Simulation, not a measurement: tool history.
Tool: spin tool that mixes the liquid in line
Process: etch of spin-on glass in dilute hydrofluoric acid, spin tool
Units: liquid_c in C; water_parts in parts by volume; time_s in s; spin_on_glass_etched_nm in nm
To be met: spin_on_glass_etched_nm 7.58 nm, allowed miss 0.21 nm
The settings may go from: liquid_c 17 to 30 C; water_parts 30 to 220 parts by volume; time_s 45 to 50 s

run 1 hour=0 | liquid_c=22 water_parts=125 time_s=45 | spin_on_glass_etched_nm=8.3108
run 2 hour=2.9 | liquid_c=22 water_parts=90 time_s=45 | spin_on_glass_etched_nm=11.978
run 3 hour=9.3 | liquid_c=21 water_parts=95 time_s=45 | spin_on_glass_etched_nm=10.935
run 4 hour=14.2 | liquid_c=21 water_parts=75 time_s=45 | spin_on_glass_etched_nm=14.272
run 5 hour=16.4 | liquid_c=20 water_parts=85 time_s=45 | spin_on_glass_etched_nm=11.722
run 6 hour=22.1 | liquid_c=20 water_parts=105 time_s=45 | spin_on_glass_etched_nm=9.2867
run 7 hour=30.5 | liquid_c=19.5 water_parts=105 time_s=45 | spin_on_glass_etched_nm=9.0939
run 8 hour=37.4 | liquid_c=19 water_parts=105 time_s=45 | spin_on_glass_etched_nm=9.0413
run 9 hour=39.6 | liquid_c=17 water_parts=120 time_s=45 | spin_on_glass_etched_nm=7.1359
run 10 hour=47.4 | liquid_c=17.5 water_parts=120 time_s=45 | spin_on_glass_etched_nm=7.3296

5 next moves are on the table. One of them brings every result within its allowed miss. Which?
run A hour=55.2 | liquid_c=17 water_parts=135 time_s=50 | spin_on_glass_etched_nm=?
run B hour=55.2 | liquid_c=17 water_parts=120 time_s=45 | spin_on_glass_etched_nm=?
run C hour=55.2 | liquid_c=17 water_parts=125 time_s=45 | spin_on_glass_etched_nm=?
run D hour=55.2 | liquid_c=19.5 water_parts=125 time_s=45 | spin_on_glass_etched_nm=?
run E hour=55.2 | liquid_c=18 water_parts=125 time_s=45 | spin_on_glass_etched_nm=?

move=A spin_on_glass_etched_nm=6.9204
move=B spin_on_glass_etched_nm=7.1189
move=C spin_on_glass_etched_nm=6.7979
move=D spin_on_glass_etched_nm=7.5293
move=E spin_on_glass_etched_nm=7.0836
A: further off than the last run
B: further off than the last run
C: further off than the last run
D: meets every target
E: further off than the last run
The right move is D.
